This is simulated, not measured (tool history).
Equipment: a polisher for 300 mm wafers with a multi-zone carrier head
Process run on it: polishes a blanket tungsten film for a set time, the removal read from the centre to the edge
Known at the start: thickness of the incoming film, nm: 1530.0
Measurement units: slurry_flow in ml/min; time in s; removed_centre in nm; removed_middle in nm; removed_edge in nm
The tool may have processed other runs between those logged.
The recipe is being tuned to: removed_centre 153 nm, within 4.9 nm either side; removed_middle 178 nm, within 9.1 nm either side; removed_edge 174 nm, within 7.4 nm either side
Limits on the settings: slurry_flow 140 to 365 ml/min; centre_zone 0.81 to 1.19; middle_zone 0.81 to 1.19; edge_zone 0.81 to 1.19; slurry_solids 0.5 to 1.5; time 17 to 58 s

run,hour,slurry_flow,centre_zone,middle_zone,edge_zone,slurry_solids,time,removed_centre,removed_middle,removed_edge
1,0,235,1,1,1,1,37,171.5,173.97,172.69
2,7.7,225,0.97,1.01,1.01,1,37,166.75,174.59,170.76
3,13.4,170,0.97,1.01,1.01,1,37,156.92,170.45,162.83
4,17.8,170,0.97,1.01,1.04,1,37,158.38,170.4,168.48
5,25.5,170,1.03,1.01,1.04,1,37,169.69,169.7,164.54
6,29.6,150,1.03,1.01,1.04,1,37,163.1,159.69,161.91
7,33.6,150,1,1.02,1.05,1,37,158.69,169.5,163.08
8,36.4,150,0.98,1.02,1.07,1,37,156.7,166.67,163.03
9,44.3,150,0.96,1.02,1.07,1.05,37,154.56,167.35,166.23
10,46.2,150,0.95,1.03,1.07,1.05,37,152.58,167.1,168.24

Pick the move, out of 5, that brings all results within their allowed miss; only one does.
A,48.1,145,0.99,1.07,1.02,0.95,38,?,?,?
B,48.1,190,0.93,1.07,1.17,1.25,35,?,?,?
C,48.1,160,0.92,0.89,1.19,1.3,37,?,?,?
D,48.1,140,0.99,1.11,1.02,0.7,39,?,?,?
E,48.1,145,0.97,0.96,1.07,0.95,38,?,?,?

move,removed_centre,removed_middle,removed_edge
A,155.41,172.6,163.76
B,150.58,176.91,173.24
C,152.64,157.39,181.63
D,150.05,171.86,158.58
E,152.13,158.22,166.64
A: brings the result that was furthest off to its target, and leaves another outside
B: meets every target
C: its largest miss is bigger than the last run's
D: brings the result that was furthest off to its target, and leaves another outside
E: its largest miss is bigger than the last run's
Answer: B
